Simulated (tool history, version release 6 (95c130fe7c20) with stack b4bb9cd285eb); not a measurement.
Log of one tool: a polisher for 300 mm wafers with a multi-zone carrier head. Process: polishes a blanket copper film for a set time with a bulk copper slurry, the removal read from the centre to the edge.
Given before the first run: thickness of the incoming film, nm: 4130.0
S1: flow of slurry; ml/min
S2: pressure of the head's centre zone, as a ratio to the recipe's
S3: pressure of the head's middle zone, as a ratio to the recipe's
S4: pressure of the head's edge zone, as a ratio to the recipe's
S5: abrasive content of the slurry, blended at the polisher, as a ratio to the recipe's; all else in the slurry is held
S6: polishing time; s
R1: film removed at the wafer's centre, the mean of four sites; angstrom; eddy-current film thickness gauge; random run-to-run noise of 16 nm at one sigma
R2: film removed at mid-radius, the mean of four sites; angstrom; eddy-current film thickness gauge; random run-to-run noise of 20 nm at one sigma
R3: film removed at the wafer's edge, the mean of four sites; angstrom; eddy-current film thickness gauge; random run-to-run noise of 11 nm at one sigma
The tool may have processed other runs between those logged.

| run | hour | S1 | S2 | S3 | S4 | S5 | S6 | R1 | R2 | R3 |
|---|---|---|---|---|---|---|---|---|---|---|
| 1 | 0 | 245 | 1 | 1 | 1 | 1 | 86 | 11652 | 11815 | 11765 |
| 2 | 5 | 270 | 1 | 1 | 1 | 1 | 86 | 11377 | 11634 | 11779 |
| 3 | 12.2 | 275 | 0.98 | 1.02 | 1.03 | 1.05 | 87 | 11889 | 12522 | 12288 |
| 4 | 20.5 | 280 | 0.95 | 1.01 | 1.06 | 1.05 | 88 | 11460 | 12332 | 12380 |
| 5 | 28.5 | 280 | 0.92 | 1.01 | 1.08 | 1.1 | 89 | 11297 | 12673 | 13134 |
| 6 | 32.5 | 240 | 0.92 | 1.01 | 1.08 | 1.1 | 89 | 11268 | 12324 | 12894 |

Run 7 comes next. What will it give?
| 7 | 36.1 | 245 | 0.91 | 1.02 | 1.09 | 1.15 | 89 | ? | ? | ? |

Run 7 produced R1 11286 angstrom, R2 13062 angstrom, R3 13111 angstrom.

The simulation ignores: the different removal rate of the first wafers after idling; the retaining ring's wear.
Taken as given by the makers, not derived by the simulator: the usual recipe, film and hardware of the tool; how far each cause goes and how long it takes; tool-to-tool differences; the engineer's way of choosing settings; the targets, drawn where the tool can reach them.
